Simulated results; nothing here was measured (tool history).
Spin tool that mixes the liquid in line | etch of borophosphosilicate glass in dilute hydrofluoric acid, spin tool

run	hour	temperature setpoint of the liquid (K)	parts of water to one part of 49 % hydrofluoric acid (parts by volume)	time under the liquid (s)	thickness taken off the borophosphosilicate glass on a monitor wafer (Å)
1	0	294.15	80	15	93.729
2	5.9	294.15	80	15	94.054
3	9	296.65	75	15	111.31
4	17.6	298.65	75	15	120.48
5	18.2	299.65	70	15	133.67
6	25.8	300.15	70	15	139.02
7	33.5	300.65	70	15	140.4
8	35.3	301.15	70	15	143.97
9	36.7	301.65	70	15	146.21

What does the tool deliver on the next run?
10	44.4	302.15	70	15	?

{"run 10": {"thickness taken off the borophosphosilicate glass on a monitor wafer (Å)": 149.67}}
